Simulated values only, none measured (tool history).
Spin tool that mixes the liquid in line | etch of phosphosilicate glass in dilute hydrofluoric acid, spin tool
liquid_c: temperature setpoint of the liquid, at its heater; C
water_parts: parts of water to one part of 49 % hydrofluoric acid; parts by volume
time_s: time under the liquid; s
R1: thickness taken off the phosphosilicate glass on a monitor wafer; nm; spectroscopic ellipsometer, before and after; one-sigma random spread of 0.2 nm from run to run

Run 1, hour 0: liquid_c 24 C, water_parts 235 parts by volume, time_s 30 s. Result: R1 10.858 nm.
Run 2, hour 2.2: liquid_c 27 C, water_parts 235 parts by volume, time_s 30 s. Result: R1 12.227 nm.
Run 3, hour 2.8: liquid_c 27 C, water_parts 165 parts by volume, time_s 30 s. Result: R1 19.088 nm.
Run 4, hour 11.6: liquid_c 27 C, water_parts 165 parts by volume, time_s 30 s. Result: R1 18.996 nm.
Run 5, hour 19.8: liquid_c 27 C, water_parts 90 parts by volume, time_s 30 s. Result: R1 39.053 nm.
Run 6, hour 23.2: liquid_c 26 C, water_parts 100 parts by volume, time_s 30 s. Result: R1 33.575 nm.
Run 7, hour 27.8: liquid_c 25 C, water_parts 105 parts by volume, time_s 30 s. Result: R1 29.8 nm.
Run 8, hour 31.7: liquid_c 24 C, water_parts 105 parts by volume, time_s 30 s. Result: R1 29.157 nm.
Run 9, hour 37.5: liquid_c 20 C, water_parts 135 parts by volume, time_s 30 s. Result: R1 18.658 nm.
Run 10, hour 38.2: liquid_c 20.5 C, water_parts 135 parts by volume, time_s 30 s. Result: R1 18.834 nm.
Run 11, hour 44.5: liquid_c 21 C, water_parts 135 parts by volume, time_s 30 s. Result: R1 19.369 nm.
Run 12, hour 48: liquid_c 21.5 C, water_parts 135 parts by volume, time_s 30 s. Result: R1 19.633 nm.
At hour 52.4: hydrofluoric acid flow meter replaced.
Run 13, hour 52.4: liquid_c 24.5 C, water_parts 130 parts by volume, time_s 30 s. Result: R1 26.588 nm.
Run 14, hour 53.1: liquid_c 24 C, water_parts 130 parts by volume, time_s 30 s. Result: R1 25.633 nm.

Run 15 is up next; what results do you expect?
Run 15, hour 55: liquid_c 24 C, water_parts 130 parts by volume, time_s 30 s. Result: R1 ?.

For run 15 the tool returned R1 26.252 nm.
